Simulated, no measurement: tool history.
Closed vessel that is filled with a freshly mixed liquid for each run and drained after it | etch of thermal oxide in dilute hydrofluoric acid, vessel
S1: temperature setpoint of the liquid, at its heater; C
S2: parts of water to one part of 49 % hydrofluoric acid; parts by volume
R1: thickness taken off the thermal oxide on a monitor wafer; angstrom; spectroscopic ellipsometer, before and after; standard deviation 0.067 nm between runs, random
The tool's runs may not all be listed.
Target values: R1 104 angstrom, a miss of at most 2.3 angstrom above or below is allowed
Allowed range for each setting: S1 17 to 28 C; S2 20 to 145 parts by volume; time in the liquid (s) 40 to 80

{"run": 1, "day": 0.0, "S1": 20, "S2": 80, "time in the liquid (s)": 80, "R1": 39.36}
{"run": 2, "day": 0.042, "S1": 22.5, "S2": 65, "time in the liquid (s)": 80, "R1": 54.562}
{"run": 3, "day": 0.329, "S1": 24.5, "S2": 55, "time in the liquid (s)": 80, "R1": 71.666}
{"run": 4, "day": 0.7, "S1": 25.5, "S2": 50, "time in the liquid (s)": 80, "R1": 82.1}
{"run": 5, "day": 0.775, "S1": 25.5, "S2": 25, "time in the liquid (s)": 80, "R1": 168.71}
{"run": 6, "day": 0.996, "S1": 27.5, "S2": 25, "time in the liquid (s)": 80, "R1": 186.44}
{"run": 7, "day": 1.35, "S1": 24, "S2": 25, "time in the liquid (s)": 80, "R1": 159.23}
{"run": 8, "day": 1.704, "S1": 22, "S2": 30, "time in the liquid (s)": 80, "R1": 122.87}
{"run": 9, "day": 2.075, "S1": 21, "S2": 30, "time in the liquid (s)": 80, "R1": 117.32}
{"day": 2.371, "done": "hydrofluoric acid flow meter replaced"}
{"run": 10, "day": 2.371, "S1": 20, "S2": 30, "time in the liquid (s)": 80, "R1": 117.96}
{"run": 11, "day": 2.625, "S1": 19, "S2": 30, "time in the liquid (s)": 80, "R1": 112.79}
{"run": 12, "day": 2.775, "S1": 19, "S2": 30, "time in the liquid (s)": 80, "R1": 113.61}
{"run": 13, "day": 2.975, "S1": 18.5, "S2": 30, "time in the liquid (s)": 80, "R1": 110.83}
{"run": 14, "day": 3.104, "S1": 18, "S2": 30, "time in the liquid (s)": 80, "R1": 107.73}

Which one of the following 4 next-run settings gets every result inside its allowed miss? There is exactly one.
{"run": "A", "day": 3.233, "S1": 19, "S2": 30, "time in the liquid (s)": 80, "R1": "?"}
{"run": "B", "day": 3.233, "S1": 17, "S2": 30, "time in the liquid (s)": 80, "R1": "?"}
{"run": "C", "day": 3.233, "S1": 17, "S2": 30, "time in the liquid (s)": 75, "R1": "?"}
{"run": "D", "day": 3.233, "S1": 22, "S2": 35, "time in the liquid (s)": 80, "R1": "?"}

move=A R1=111.94
move=B R1=102.57
move=C R1=96.156
move=D R1=108.45
A: misses by more than the last run did
B: hits every target within its allowed miss
C: takes the biggest miss from the last run beyond its target
D: misses by more than the last run did
The right move is B.
